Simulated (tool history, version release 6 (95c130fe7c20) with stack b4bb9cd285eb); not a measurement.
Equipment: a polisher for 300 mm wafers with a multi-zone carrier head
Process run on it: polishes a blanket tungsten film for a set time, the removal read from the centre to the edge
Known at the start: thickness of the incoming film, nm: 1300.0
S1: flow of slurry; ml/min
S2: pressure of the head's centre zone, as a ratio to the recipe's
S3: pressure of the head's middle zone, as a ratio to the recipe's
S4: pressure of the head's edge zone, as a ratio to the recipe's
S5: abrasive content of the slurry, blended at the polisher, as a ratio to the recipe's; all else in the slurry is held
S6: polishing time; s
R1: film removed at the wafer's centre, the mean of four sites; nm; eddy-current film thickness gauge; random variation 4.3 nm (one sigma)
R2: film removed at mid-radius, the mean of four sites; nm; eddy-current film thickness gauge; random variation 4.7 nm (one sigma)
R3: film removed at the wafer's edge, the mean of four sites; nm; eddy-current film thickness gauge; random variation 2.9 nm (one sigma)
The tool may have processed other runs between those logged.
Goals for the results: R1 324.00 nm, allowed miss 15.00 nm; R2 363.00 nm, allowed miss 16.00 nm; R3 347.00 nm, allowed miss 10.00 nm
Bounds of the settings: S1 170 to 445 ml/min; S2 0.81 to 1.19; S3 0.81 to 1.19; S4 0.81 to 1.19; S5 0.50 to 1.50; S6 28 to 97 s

run	hour	S1	S2	S3	S4	S5	S6	R1	R2	R3
1	0.0	285	1.00	1.00	1.00	1.00	62	497.33	485.02	498.71
2	4.0	285	0.98	1.00	0.98	0.90	60	474.40	462.43	470.10
3	9.8	285	0.98	1.00	0.98	1.10	60	497.83	488.18	490.07
4	14.7	280	0.96	1.01	0.97	1.00	58	448.31	468.08	456.11
5	18.5	275	0.94	1.00	0.95	0.90	57	420.61	438.72	435.14
6	24.6	275	0.99	1.00	0.95	0.90	57	442.83	441.03	439.56
7	26.1	275	0.98	1.00	0.94	0.85	56	430.87	422.40	417.02
8	29.6	270	0.96	1.00	0.93	0.80	56	413.09	426.67	414.95
9	33.1	270	0.95	0.99	0.92	0.75	55	398.86	399.19	395.84
10	37.2	265	0.93	0.99	0.91	0.70	55	386.14	407.58	385.63
11	40.4	260	0.91	0.97	0.91	0.65	55	370.41	395.04	381.34
12	48.7	260	0.90	0.96	0.90	0.65	55	355.28	386.60	384.54
13	51.9	260	0.90	0.96	0.89	0.65	55	367.72	385.32	382.11
14	57.9	255	0.89	0.96	0.88	0.65	55	360.21	383.77	385.54
15	63.4	255	0.89	0.96	0.88	0.65	55	355.74	384.61	379.52
16	64.2	255	0.89	0.96	0.87	0.65	55	351.78	375.49	379.51
17	72.2	255	0.89	0.96	0.87	0.65	55	359.67	383.55	374.54
18	81.0	255	0.89	0.96	0.87	0.65	55	365.50	384.66	379.30
19	83.0	255	0.88	0.96	0.87	0.65	55	344.25	376.13	377.56
20	91.8	255	0.88	0.96	0.86	0.65	55	352.88	380.38	379.21

Of the 4 settings listed for the next run, only one would bring every result within its allowed miss of target. Which one?
A	100.6	305	0.81	1.19	0.89	0.50	49	?	?	?
B	100.6	265	0.88	1.01	0.91	0.80	48	?	?	?
C	100.6	405	0.88	1.12	0.96	0.55	49	?	?	?
D	100.6	275	0.85	1.07	0.85	0.50	54	?	?	?

move	R1	R2	R3
A	286.29	388.46	331.17
B	328.80	360.76	356.14
C	325.69	385.99	354.90
D	326.86	388.52	355.85
A: carries the result that was furthest off beyond its target, to the other side
B: every result within its allowed miss
C: brings the result that was furthest off to its target, and leaves another outside
D: brings the result that was furthest off to its target, and leaves another outside
Answer: B

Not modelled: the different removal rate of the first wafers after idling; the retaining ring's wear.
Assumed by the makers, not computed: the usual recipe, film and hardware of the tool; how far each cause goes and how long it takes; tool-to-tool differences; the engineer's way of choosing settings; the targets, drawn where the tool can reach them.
